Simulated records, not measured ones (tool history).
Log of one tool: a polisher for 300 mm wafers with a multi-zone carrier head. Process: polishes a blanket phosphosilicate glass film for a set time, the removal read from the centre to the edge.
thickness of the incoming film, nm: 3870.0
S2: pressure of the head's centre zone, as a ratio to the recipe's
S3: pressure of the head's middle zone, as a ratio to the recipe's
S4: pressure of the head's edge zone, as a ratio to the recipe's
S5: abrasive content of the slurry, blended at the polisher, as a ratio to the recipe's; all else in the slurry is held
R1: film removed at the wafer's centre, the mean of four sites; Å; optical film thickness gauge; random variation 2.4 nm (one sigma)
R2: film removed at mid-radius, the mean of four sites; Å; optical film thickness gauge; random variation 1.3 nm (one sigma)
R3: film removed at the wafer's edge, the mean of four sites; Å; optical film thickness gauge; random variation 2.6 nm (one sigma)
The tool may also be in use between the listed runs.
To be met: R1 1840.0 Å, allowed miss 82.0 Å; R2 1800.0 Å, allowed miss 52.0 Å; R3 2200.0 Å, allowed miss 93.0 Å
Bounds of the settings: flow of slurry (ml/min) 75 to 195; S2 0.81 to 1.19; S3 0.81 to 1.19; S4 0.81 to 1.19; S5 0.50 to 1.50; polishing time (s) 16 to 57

run 1 hour=0.0 | flow_of_slurry_(ml/min)=125 S2=1.00 S3=1.00 S4=1.00 S5=1.00 polishing_time_(s)=36 | R1=2308.3 R2=2411.6 R3=2374.9
run 2 hour=2.3 | flow_of_slurry_(ml/min)=120 S2=0.99 S3=0.97 S4=1.01 S5=1.00 polishing_time_(s)=36 | R1=2322.6 R2=2324.4 R3=2333.0
run 3 hour=4.7 | flow_of_slurry_(ml/min)=115 S2=0.96 S3=0.95 S4=1.04 S5=1.00 polishing_time_(s)=36 | R1=2201.2 R2=2242.8 R3=2377.4
run 4 hour=10.4 | flow_of_slurry_(ml/min)=95 S2=0.96 S3=0.95 S4=1.04 S5=1.00 polishing_time_(s)=36 | R1=2099.2 R2=2102.4 R3=2301.4
run 5 hour=14.6 | flow_of_slurry_(ml/min)=95 S2=1.03 S3=0.95 S4=1.04 S5=1.00 polishing_time_(s)=36 | R1=2251.6 R2=2091.0 R3=2251.7
run 6 hour=22.4 | flow_of_slurry_(ml/min)=125 S2=1.03 S3=0.95 S4=1.04 S5=1.00 polishing_time_(s)=36 | R1=2485.6 R2=2304.0 R3=2446.8
run 7 hour=29.0 | flow_of_slurry_(ml/min)=120 S2=1.01 S3=0.94 S4=1.05 S5=1.00 polishing_time_(s)=36 | R1=2384.5 R2=2233.6 R3=2392.2
run 8 hour=36.6 | flow_of_slurry_(ml/min)=115 S2=0.99 S3=0.93 S4=1.06 S5=1.00 polishing_time_(s)=36 | R1=2327.9 R2=2184.0 R3=2408.6
run 9 hour=43.8 | flow_of_slurry_(ml/min)=110 S2=0.97 S3=0.92 S4=1.06 S5=1.00 polishing_time_(s)=36 | R1=2233.4 R2=2150.7 R3=2391.7
run 10 hour=47.5 | flow_of_slurry_(ml/min)=105 S2=0.96 S3=0.91 S4=1.06 S5=1.00 polishing_time_(s)=36 | R1=2194.7 R2=2118.1 R3=2376.6

5 next moves are on the table. One of them brings every result within its allowed miss. Which?
run A hour=51.2 | flow_of_slurry_(ml/min)=115 S2=0.95 S3=0.90 S4=1.01 S5=1.15 polishing_time_(s)=38 | R1=? R2=? R3=?
run B hour=51.2 | flow_of_slurry_(ml/min)=100 S2=0.81 S3=0.98 S4=1.11 S5=0.90 polishing_time_(s)=41 | R1=? R2=? R3=?
run C hour=51.2 | flow_of_slurry_(ml/min)=80 S2=1.00 S3=0.96 S4=1.03 S5=1.25 polishing_time_(s)=40 | R1=? R2=? R3=?
run D hour=51.2 | flow_of_slurry_(ml/min)=135 S2=1.09 S3=0.94 S4=0.89 S5=1.35 polishing_time_(s)=36 | R1=? R2=? R3=?
run E hour=51.2 | flow_of_slurry_(ml/min)=100 S2=0.89 S3=0.84 S4=1.07 S5=0.95 polishing_time_(s)=34 | R1=? R2=? R3=?

move=A R1=2469.3 R2=2374.1 R3=2633.6
move=B R1=2025.6 R2=2441.8 R3=2668.9
move=C R1=2424.5 R2=2388.5 R3=2640.4
move=D R1=2930.2 R2=2550.0 R3=2547.0
move=E R1=1864.1 R2=1811.9 R3=2216.5
A: further off than the last run
B: further off than the last run
C: further off than the last run
D: further off than the last run
E: meets every target
Answer: E
